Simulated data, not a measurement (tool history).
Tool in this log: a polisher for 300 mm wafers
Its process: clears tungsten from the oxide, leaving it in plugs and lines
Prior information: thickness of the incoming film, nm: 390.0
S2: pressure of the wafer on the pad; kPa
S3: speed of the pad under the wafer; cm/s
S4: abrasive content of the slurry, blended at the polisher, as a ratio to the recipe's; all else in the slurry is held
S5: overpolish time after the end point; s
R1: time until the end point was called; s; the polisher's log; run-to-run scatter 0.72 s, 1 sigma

run 1 hour=0 | flow_of_slurry_(ml/min)=310 S2=22.8 S3=118 S4=1 S5=5 | R1=94.91
run 2 hour=4.5 | flow_of_slurry_(ml/min)=310 S2=22.8 S3=104 S4=1 S5=5 | R1=107.02
run 3 hour=6.7 | flow_of_slurry_(ml/min)=380 S2=22.8 S3=104 S4=1 S5=5 | R1=107.75
run 4 hour=13.3 | flow_of_slurry_(ml/min)=380 S2=24.1 S3=104 S4=1 S5=5 | R1=100.75
run 5 hour=14 | flow_of_slurry_(ml/min)=380 S2=24.1 S3=104 S4=1.15 S5=5 | R1=99.551
run 6 hour=15.2 | flow_of_slurry_(ml/min)=350 S2=24.1 S3=104 S4=1.15 S5=5 | R1=100.04
run 7 hour=17.7 | flow_of_slurry_(ml/min)=350 S2=25.5 S3=104 S4=1.15 S5=5 | R1=95.393

Estimate the outcome of run 8 from the log above:
run 8 hour=26.2 | flow_of_slurry_(ml/min)=350 S2=26.9 S3=104 S4=1.15 S5=5 | R1=?

Run 8 yielded R1 91.506 s.
